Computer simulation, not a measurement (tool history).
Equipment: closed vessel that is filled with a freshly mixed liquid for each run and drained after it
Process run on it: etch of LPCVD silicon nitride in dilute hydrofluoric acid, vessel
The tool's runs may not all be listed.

run,hour,temperature setpoint of the liquid (°C),parts of water to one part of 49 % hydrofluoric acid (parts by volume),time in the liquid (s),thickness taken off the LPCVD silicon nitride on a monitor wafer (angstrom)
1,0.0,25.0,215,3190,69.080
2,7.2,25.0,245,3190,60.734
3,7.9,25.0,170,3190,86.652
4,9.4,25.0,170,3190,87.835
5,13.7,26.0,170,3190,93.543
6,15.7,24.0,170,3190,82.342
7,23.0,25.5,170,3190,90.432
8,27.7,26.5,170,3190,97.370
9,32.3,27.5,170,3190,102.040
10,38.5,28.5,170,3190,108.030

Run 11, settings as shown, results not yet in. Your forecast:
11,43.2,29.0,170,3190,?

Run 11 gave thickness taken off the LPCVD silicon nitride on a monitor wafer (angstrom) 112.140.
